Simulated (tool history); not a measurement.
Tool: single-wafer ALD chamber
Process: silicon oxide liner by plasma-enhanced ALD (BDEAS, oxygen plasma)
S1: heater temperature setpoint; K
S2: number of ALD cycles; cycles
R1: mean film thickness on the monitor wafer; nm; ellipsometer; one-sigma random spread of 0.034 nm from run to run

{"run": 1, "hour": 0.0, "S1": 583.15, "S2": 83, "R1": 7.6702}
{"run": 2, "hour": 1.9, "S1": 583.15, "S2": 90, "R1": 8.4108}
{"run": 3, "hour": 5.0, "S1": 583.15, "S2": 86, "R1": 7.985}
{"run": 4, "hour": 10.9, "S1": 583.15, "S2": 94, "R1": 8.7355}
{"run": 5, "hour": 12.9, "S1": 583.15, "S2": 105, "R1": 9.7712}
{"run": 6, "hour": 17.9, "S1": 584.15, "S2": 97, "R1": 8.9384}
{"run": 7, "hour": 25.3, "S1": 586.15, "S2": 91, "R1": 8.4188}
{"run": 8, "hour": 28.5, "S1": 586.15, "S2": 86, "R1": 7.9635}

The next listed run, before its measurement:
{"run": 9, "hour": 30.6, "S1": 586.15, "S2": 82, "R1": "?"}

R1: 7.5439 nm

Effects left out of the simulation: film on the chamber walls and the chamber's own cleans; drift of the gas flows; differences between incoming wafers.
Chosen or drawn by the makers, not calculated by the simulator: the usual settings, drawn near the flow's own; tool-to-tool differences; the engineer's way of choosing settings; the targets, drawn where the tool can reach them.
